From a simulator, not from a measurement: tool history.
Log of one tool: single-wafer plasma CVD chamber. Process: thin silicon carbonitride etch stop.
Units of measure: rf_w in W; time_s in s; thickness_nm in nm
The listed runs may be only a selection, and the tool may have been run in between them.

run  hour  rf_w  time_s  thickness_nm
  1   0.0   185    7.15        3.2654
  2   7.5   210    7.15        3.4513
  3  12.1   210    6.53        3.1514
  4  19.2   210    5.94        2.8734
     21.0  -- thermocouple changed; heater temperature recalibrated
  5  21.0   205    5.92        2.8514
  6  24.8   215    5.92        2.8758
  7  32.5   210    5.89        2.8381
  8  40.4   205    5.87        2.7972
  9  47.2   200    5.86        2.7682
 10  51.6   200    5.85        2.7602

Run 11, settings as shown, results not yet in. Your forecast:
 11  52.7   200    5.85             ?

{"run 11": {"thickness_nm": 2.7559}}
